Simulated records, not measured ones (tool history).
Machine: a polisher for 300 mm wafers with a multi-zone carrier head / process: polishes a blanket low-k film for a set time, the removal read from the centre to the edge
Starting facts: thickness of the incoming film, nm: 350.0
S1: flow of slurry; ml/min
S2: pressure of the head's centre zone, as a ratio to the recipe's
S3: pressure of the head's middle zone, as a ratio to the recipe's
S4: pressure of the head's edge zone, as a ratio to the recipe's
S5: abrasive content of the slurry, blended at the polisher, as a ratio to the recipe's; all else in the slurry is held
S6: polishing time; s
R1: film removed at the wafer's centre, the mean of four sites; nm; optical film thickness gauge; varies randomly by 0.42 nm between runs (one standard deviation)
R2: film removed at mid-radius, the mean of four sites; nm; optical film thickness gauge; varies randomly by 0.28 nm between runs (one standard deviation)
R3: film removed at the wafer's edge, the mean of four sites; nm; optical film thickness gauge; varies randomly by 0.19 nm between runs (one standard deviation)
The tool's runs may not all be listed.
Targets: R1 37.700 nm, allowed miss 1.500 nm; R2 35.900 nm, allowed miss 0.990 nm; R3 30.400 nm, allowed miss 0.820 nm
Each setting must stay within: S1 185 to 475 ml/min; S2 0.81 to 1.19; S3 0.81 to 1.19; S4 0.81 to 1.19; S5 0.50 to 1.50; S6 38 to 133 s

Run 1, hour 0.0: S1 305 ml/min, S2 1.00, S3 1.00, S4 1.00, S5 1.00, S6 85 s. Result: R1 26.600 nm, R2 26.129 nm, R3 26.651 nm.
Run 2, hour 5.0: S1 360 ml/min, S2 1.00, S3 1.00, S4 1.00, S5 1.00, S6 85 s. Result: R1 27.158 nm, R2 26.831 nm, R3 26.781 nm.
Run 3, hour 6.6: S1 360 ml/min, S2 1.06, S3 1.00, S4 1.00, S5 1.00, S6 85 s. Result: R1 28.586 nm, R2 26.995 nm, R3 26.833 nm.
Run 4, hour 8.5: S1 360 ml/min, S2 1.06, S3 1.00, S4 1.00, S5 0.85, S6 85 s. Result: R1 26.573 nm, R2 25.025 nm, R3 25.063 nm.
Run 5, hour 14.9: S1 360 ml/min, S2 1.06, S3 1.00, S4 1.00, S5 0.85, S6 105 s. Result: R1 32.845 nm, R2 31.188 nm, R3 31.112 nm.
Run 6, hour 15.6: S1 365 ml/min, S2 1.07, S3 1.01, S4 0.99, S5 0.85, S6 105 s. Result: R1 32.701 nm, R2 31.451 nm, R3 30.979 nm.
Run 7, hour 16.1: S1 375 ml/min, S2 1.08, S3 1.02, S4 0.97, S5 0.85, S6 105 s. Result: R1 34.074 nm, R2 31.405 nm, R3 30.673 nm.
Run 8, hour 18.9: S1 405 ml/min, S2 1.12, S3 1.12, S4 0.93, S5 0.85, S6 105 s. Result: R1 35.438 nm, R2 34.068 nm, R3 30.552 nm.
Run 9, hour 27.4: S1 405 ml/min, S2 1.13, S3 1.13, S4 0.93, S5 0.85, S6 105 s. Result: R1 35.441 nm, R2 34.403 nm, R3 30.215 nm.
Run 10, hour 28.0: S1 405 ml/min, S2 1.14, S3 1.13, S4 0.93, S5 0.85, S6 105 s. Result: R1 35.796 nm, R2 34.633 nm, R3 30.336 nm.

Of the 5 settings listed for the next run, only one would bring every result within its allowed miss of target. Which one?
Run A, hour 28.6: S1 420 ml/min, S2 1.14, S3 1.13, S4 0.85, S5 1.05, S6 101 s. Result: R1 ?, R2 ?, R3 ?.
Run B, hour 28.6: S1 435 ml/min, S2 1.07, S3 1.09, S4 1.03, S5 0.65, S6 112 s. Result: R1 ?, R2 ?, R3 ?.
Run C, hour 28.6: S1 385 ml/min, S2 1.13, S3 1.09, S4 0.98, S5 0.85, S6 106 s. Result: R1 ?, R2 ?, R3 ?.
Run D, hour 28.6: S1 435 ml/min, S2 1.11, S3 1.06, S4 1.00, S5 0.70, S6 108 s. Result: R1 ?, R2 ?, R3 ?.
Run E, hour 28.6: S1 470 ml/min, S2 1.05, S3 1.11, S4 0.91, S5 0.75, S6 112 s. Result: R1 ?, R2 ?, R3 ?.

move      R1      R2      R3
   A  37.748  35.888  30.685
   B  32.650  32.088  30.949
   C  35.965  33.479  31.594
   D  33.655  31.130  30.324
   E  34.132  34.709  31.026
A: all results in spec
B: further off than the last run
C: further off than the last run
D: further off than the last run
E: further off than the last run
Move A is the one to make.

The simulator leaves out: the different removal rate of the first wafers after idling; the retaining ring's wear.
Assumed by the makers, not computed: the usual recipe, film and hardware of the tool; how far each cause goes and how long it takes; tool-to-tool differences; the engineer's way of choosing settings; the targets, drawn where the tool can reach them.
